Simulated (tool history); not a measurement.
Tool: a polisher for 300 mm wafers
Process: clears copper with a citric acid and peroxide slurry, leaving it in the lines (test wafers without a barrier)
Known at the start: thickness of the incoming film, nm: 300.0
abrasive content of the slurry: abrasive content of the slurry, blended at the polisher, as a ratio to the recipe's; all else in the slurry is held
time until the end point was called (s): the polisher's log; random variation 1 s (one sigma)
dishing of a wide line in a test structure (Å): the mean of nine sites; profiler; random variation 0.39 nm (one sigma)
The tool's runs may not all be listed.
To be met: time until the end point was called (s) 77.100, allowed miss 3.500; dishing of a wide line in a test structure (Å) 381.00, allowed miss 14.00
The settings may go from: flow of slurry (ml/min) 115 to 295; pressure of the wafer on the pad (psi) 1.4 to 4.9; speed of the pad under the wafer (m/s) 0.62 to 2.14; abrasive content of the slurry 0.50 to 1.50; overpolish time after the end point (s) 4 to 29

run,hour,flow of slurry (ml/min),pressure of the wafer on the pad (psi),speed of the pad under the wafer (m/s),abrasive content of the slurry,overpolish time after the end point (s),time until the end point was called (s),dishing of a wide line in a test structure (Å)
1,0.0,190,3.1,1.38,1.00,15,78.189,292.30
2,5.8,190,3.1,1.38,1.00,17,81.684,311.48
3,14.3,190,3.1,1.38,0.90,17,81.123,303.62
4,21.2,190,3.1,1.38,1.00,17,80.446,311.22
5,29.0,190,2.7,1.38,1.00,17,92.164,289.06
6,37.9,195,2.8,1.38,1.05,18,88.121,301.78
7,44.0,195,2.9,1.38,1.05,19,86.726,323.69
8,49.7,195,3.0,1.38,1.05,20,81.944,329.64
9,51.5,195,3.0,1.38,1.05,21,82.905,344.29

5 next moves are on the table. One of them brings every result within its allowed miss. Which?
A,53.3,195,3.1,1.60,0.80,17,?,?
B,53.3,220,3.4,1.14,1.10,16,?,?
C,53.3,235,3.1,1.58,1.20,21,?,?
D,53.3,245,3.0,1.54,0.85,26,?,?
E,53.3,175,3.2,1.56,0.95,15,?,?

move,time until the end point was called (s),dishing of a wide line in a test structure (Å)
A,75.415,325.38
B,78.795,309.82
C,69.675,369.81
D,76.718,384.94
E,73.676,309.15
A: further off than the last run
B: further off than the last run
C: brings the result that was furthest off to its target, and leaves another outside
D: meets every target
E: further off than the last run
The right move is D.

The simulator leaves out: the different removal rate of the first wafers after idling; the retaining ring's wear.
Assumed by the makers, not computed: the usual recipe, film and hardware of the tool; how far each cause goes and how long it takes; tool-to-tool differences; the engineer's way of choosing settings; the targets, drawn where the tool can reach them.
